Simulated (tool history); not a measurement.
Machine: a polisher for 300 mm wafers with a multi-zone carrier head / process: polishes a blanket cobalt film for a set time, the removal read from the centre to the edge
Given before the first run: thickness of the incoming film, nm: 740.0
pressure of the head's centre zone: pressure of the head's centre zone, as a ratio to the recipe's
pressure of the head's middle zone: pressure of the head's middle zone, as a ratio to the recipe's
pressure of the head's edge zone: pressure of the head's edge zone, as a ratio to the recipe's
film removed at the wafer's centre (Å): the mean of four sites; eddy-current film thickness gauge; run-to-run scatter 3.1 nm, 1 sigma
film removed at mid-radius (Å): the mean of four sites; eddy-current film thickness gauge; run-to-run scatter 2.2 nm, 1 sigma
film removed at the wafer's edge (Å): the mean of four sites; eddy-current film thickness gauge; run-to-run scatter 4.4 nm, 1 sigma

run,hour,flow of slurry (ml/min),pressure of the head's centre zone,pressure of the head's middle zone,pressure of the head's edge zone,polishing time (s),film removed at the wafer's centre (Å),film removed at mid-radius (Å),film removed at the wafer's edge (Å)
1,0,315,1,1,1,66,2820.6,2871.3,2955.4
2,7.5,315,1.07,1,1,66,2999.3,2810.3,2921.2
3,15.9,315,1.07,1,1.04,66,3010.2,2857.4,2937
4,19.7,315,1.07,1,1.07,66,2981.6,2851.6,3080.4
5,26.9,315,1.07,1,1.07,59,2666.1,2560.1,2716.9
6,35.8,315,1.14,1,1.07,59,2813.2,2544,2719.9
7,42.5,335,1.16,0.97,1.07,64,3145.5,2718.8,2937.4
8,46.3,350,1.17,0.94,1.08,67,3288.5,2758.9,3121.6

Run 9 is up next; what results do you expect?
9,50.4,355,1.18,0.93,1.07,70,?,?,?

film removed at the wafer's centre (Å): 3521.3
film removed at mid-radius (Å): 2839.1
film removed at the wafer's edge (Å): 3183.3
